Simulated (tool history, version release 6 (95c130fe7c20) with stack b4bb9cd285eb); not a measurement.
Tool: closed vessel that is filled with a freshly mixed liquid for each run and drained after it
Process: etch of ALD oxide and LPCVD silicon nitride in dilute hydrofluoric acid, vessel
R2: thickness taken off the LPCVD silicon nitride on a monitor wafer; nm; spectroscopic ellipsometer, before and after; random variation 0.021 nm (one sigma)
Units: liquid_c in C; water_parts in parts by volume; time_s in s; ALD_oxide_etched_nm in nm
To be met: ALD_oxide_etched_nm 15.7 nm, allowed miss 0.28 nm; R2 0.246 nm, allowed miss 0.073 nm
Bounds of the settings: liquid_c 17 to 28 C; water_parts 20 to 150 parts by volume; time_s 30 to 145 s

run 1 day=0 | liquid_c=20 water_parts=85 time_s=75 | ALD_oxide_etched_nm=22.511 R2=0.44598
run 2 day=0.029 | liquid_c=19 water_parts=90 time_s=75 | ALD_oxide_etched_nm=20.356 R2=0.35257
run 3 day=0.212 | liquid_c=19 water_parts=110 time_s=75 | ALD_oxide_etched_nm=16.311 R2=0.28548
run 4 day=0.421 | liquid_c=19 water_parts=110 time_s=50 | ALD_oxide_etched_nm=10.887 R2=0.18941
run 5 day=0.458 | liquid_c=21 water_parts=110 time_s=50 | ALD_oxide_etched_nm=11.718 R2=0.23655
run 6 day=0.662 | liquid_c=22 water_parts=105 time_s=50 | ALD_oxide_etched_nm=13.041 R2=0.25091
run 7 day=0.925 | liquid_c=23 water_parts=105 time_s=50 | ALD_oxide_etched_nm=13.509 R2=0.26284
run 8 day=1.175 | liquid_c=24 water_parts=105 time_s=50 | ALD_oxide_etched_nm=14.023 R2=0.28248
run 9 day=1.288 | liquid_c=24.5 water_parts=105 time_s=50 | ALD_oxide_etched_nm=14.16 R2=0.33512
run 10 day=1.612 | liquid_c=24.5 water_parts=100 time_s=50 | ALD_oxide_etched_nm=15.126 R2=0.32304
run 11 day=1.638 | liquid_c=24.5 water_parts=95 time_s=50 | ALD_oxide_etched_nm=16.017 R2=0.32601
run 12 day=1.779 | liquid_c=23.5 water_parts=90 time_s=50 | ALD_oxide_etched_nm=16.228 R2=0.31405
run 13 day=1.867 | liquid_c=23 water_parts=90 time_s=50 | ALD_oxide_etched_nm=16.034 R2=0.28651

Which of these 4 next moves meets every target?
run A day=1.954 | liquid_c=17.5 water_parts=50 time_s=35 | ALD_oxide_etched_nm=? R2=?
run B day=1.954 | liquid_c=20.5 water_parts=60 time_s=35 | ALD_oxide_etched_nm=? R2=?
run C day=1.954 | liquid_c=24 water_parts=115 time_s=65 | ALD_oxide_etched_nm=? R2=?
run D day=1.954 | liquid_c=23 water_parts=125 time_s=75 | ALD_oxide_etched_nm=? R2=?

move=A ALD_oxide_etched_nm=16.847 R2=0.25735
move=B ALD_oxide_etched_nm=15.771 R2=0.26581
move=C ALD_oxide_etched_nm=16.489 R2=0.32991
move=D ALD_oxide_etched_nm=16.633 R2=0.32834
A: further off than the last run
B: meets every target
C: further off than the last run
D: further off than the last run
Move B is the one to make.
